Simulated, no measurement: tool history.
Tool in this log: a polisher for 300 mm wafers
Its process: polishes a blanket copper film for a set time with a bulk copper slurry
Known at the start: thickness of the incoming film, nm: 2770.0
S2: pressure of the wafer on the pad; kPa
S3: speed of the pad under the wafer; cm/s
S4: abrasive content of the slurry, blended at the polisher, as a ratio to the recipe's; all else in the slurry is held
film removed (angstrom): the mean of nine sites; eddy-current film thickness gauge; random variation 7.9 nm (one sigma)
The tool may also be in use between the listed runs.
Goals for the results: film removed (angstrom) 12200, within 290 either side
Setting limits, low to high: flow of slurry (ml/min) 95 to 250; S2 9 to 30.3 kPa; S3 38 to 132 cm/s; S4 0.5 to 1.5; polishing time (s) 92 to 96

Run 1, day 0: flow of slurry (ml/min) 160, S2 19.3 kPa, S3 84 cm/s, S4 1, polishing time (s) 92. Result: film removed (angstrom) 8405.4.
Run 2, day 0.296: flow of slurry (ml/min) 180, S2 19.3 kPa, S3 84 cm/s, S4 1, polishing time (s) 92. Result: film removed (angstrom) 8546.9.
Run 3, day 0.321: flow of slurry (ml/min) 185, S2 20 kPa, S3 84 cm/s, S4 1, polishing time (s) 92. Result: film removed (angstrom) 8829.5.
Run 4, day 0.45: flow of slurry (ml/min) 185, S2 20.7 kPa, S3 84 cm/s, S4 1, polishing time (s) 92. Result: film removed (angstrom) 9081.6.
Run 5, day 0.812: flow of slurry (ml/min) 185, S2 21.4 kPa, S3 84 cm/s, S4 1, polishing time (s) 92. Result: film removed (angstrom) 9456.2.
Run 6, day 1.046: flow of slurry (ml/min) 185, S2 21.4 kPa, S3 72 cm/s, S4 1, polishing time (s) 92. Result: film removed (angstrom) 8552.1.
Run 7, day 1.308: flow of slurry (ml/min) 185, S2 22.1 kPa, S3 72 cm/s, S4 1, polishing time (s) 92. Result: film removed (angstrom) 8832.1.
Run 8, day 1.362: flow of slurry (ml/min) 185, S2 22.8 kPa, S3 72 cm/s, S4 1, polishing time (s) 92. Result: film removed (angstrom) 9162.9.
Run 9, day 1.467: flow of slurry (ml/min) 185, S2 23.4 kPa, S3 72 cm/s, S4 1, polishing time (s) 92. Result: film removed (angstrom) 9354.7.
Run 10, day 1.638: flow of slurry (ml/min) 190, S2 24.1 kPa, S3 72 cm/s, S4 1, polishing time (s) 92. Result: film removed (angstrom) 9581.9.
Run 11, day 1.842: flow of slurry (ml/min) 190, S2 24.8 kPa, S3 72 cm/s, S4 1, polishing time (s) 92. Result: film removed (angstrom) 9935.4.
Run 12, day 2.217: flow of slurry (ml/min) 190, S2 25.5 kPa, S3 72 cm/s, S4 1, polishing time (s) 92. Result: film removed (angstrom) 10094.
Run 13, day 2.454: flow of slurry (ml/min) 195, S2 26.2 kPa, S3 72 cm/s, S4 1, polishing time (s) 92. Result: film removed (angstrom) 10515.

4 candidate next runs follow, results not yet known. Just one meets every target within its allowed miss. Identify it.
Run A, day 2.692: flow of slurry (ml/min) 200, S2 30.3 kPa, S3 78 cm/s, S4 1, polishing time (s) 94. Result: film removed (angstrom) ?.
Run B, day 2.692: flow of slurry (ml/min) 190, S2 28.3 kPa, S3 72 cm/s, S4 1, polishing time (s) 94. Result: film removed (angstrom) ?.
Run C, day 2.692: flow of slurry (ml/min) 175, S2 26.9 kPa, S3 86 cm/s, S4 1, polishing time (s) 94. Result: film removed (angstrom) ?.
Run D, day 2.692: flow of slurry (ml/min) 190, S2 29.6 kPa, S3 68 cm/s, S4 1.05, polishing time (s) 92. Result: film removed (angstrom) ?.

move  film removed (angstrom)
   A                    13099
   B                    11530
   C                    12188
   D                    11525
A: carries the result that was furthest off beyond its target, to the other side
B: moves toward the targets from the last run without getting all of them in spec
C: each result inside its tolerance
D: moves toward the targets from the last run without getting all of them in spec
The right move is C.
